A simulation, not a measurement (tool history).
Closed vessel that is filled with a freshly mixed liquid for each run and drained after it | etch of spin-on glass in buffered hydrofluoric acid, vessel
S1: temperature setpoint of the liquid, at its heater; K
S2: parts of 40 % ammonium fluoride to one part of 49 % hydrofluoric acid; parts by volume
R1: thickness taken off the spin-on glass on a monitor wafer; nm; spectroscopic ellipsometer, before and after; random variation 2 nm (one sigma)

{"run": 1, "hour": 0.0, "S1": 295.15, "S2": 23, "time in the liquid (s)": 85, "R1": 141.51}
{"run": 2, "hour": 4.9, "S1": 295.15, "S2": 23, "time in the liquid (s)": 85, "R1": 142.67}
{"run": 3, "hour": 9.8, "S1": 296.65, "S2": 22.5, "time in the liquid (s)": 85, "R1": 157.11}
{"run": 4, "hour": 11.8, "S1": 296.65, "S2": 27.5, "time in the liquid (s)": 85, "R1": 136.57}
{"run": 5, "hour": 14.6, "S1": 297.65, "S2": 26.5, "time in the liquid (s)": 85, "R1": 149.51}
{"run": 6, "hour": 18.0, "S1": 298.65, "S2": 26, "time in the liquid (s)": 85, "R1": 161.05}
{"run": 7, "hour": 22.7, "S1": 299.15, "S2": 25.5, "time in the liquid (s)": 85, "R1": 162.81}
{"run": 8, "hour": 23.7, "S1": 299.65, "S2": 24.5, "time in the liquid (s)": 85, "R1": 175.65}
{"run": 9, "hour": 26.4, "S1": 300.15, "S2": 24, "time in the liquid (s)": 85, "R1": 183.45}
{"run": 10, "hour": 33.0, "S1": 300.65, "S2": 23.5, "time in the liquid (s)": 85, "R1": 188.51}
{"run": 11, "hour": 38.2, "S1": 301.15, "S2": 23, "time in the liquid (s)": 85, "R1": 202.22}
{"run": 12, "hour": 42.8, "S1": 301.65, "S2": 23, "time in the liquid (s)": 85, "R1": 201.4}
{"run": 13, "hour": 47.8, "S1": 301.65, "S2": 22.5, "time in the liquid (s)": 85, "R1": 208.81}

Forecast run 14:
{"run": 14, "hour": 54.7, "S1": 302.65, "S2": 22, "time in the liquid (s)": 85, "R1": "?"}

{"run 14": {"R1": 222.3}}
